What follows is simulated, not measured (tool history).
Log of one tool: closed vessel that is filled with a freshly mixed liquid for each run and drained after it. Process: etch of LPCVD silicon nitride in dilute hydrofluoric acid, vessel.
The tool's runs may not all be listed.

run	day	temperature setpoint of the liquid (°C)	parts of water to one part of 49 % hydrofluoric acid (parts by volume)	time in the liquid (s)	thickness taken off the LPCVD silicon nitride on a monitor wafer (angstrom)
1	0.000	25.0	285	2985	53.947
2	0.154	25.0	355	2985	44.033
3	0.246	25.0	355	2985	43.894
4	0.308	25.0	355	2985	43.777
5	0.625	26.0	355	2985	46.083
6	0.846	26.0	355	3195	50.411
7	1.012	26.5	355	3195	51.266
8	1.271	27.0	350	3195	52.827
9	1.358	27.0	350	3195	53.465
10	1.571	27.5	345	3195	56.022

Forecast run 11:
11	1.854	28.0	345	3195	?

{"run 11": {"thickness taken off the LPCVD silicon nitride on a monitor wafer (angstrom)": 56.967}}

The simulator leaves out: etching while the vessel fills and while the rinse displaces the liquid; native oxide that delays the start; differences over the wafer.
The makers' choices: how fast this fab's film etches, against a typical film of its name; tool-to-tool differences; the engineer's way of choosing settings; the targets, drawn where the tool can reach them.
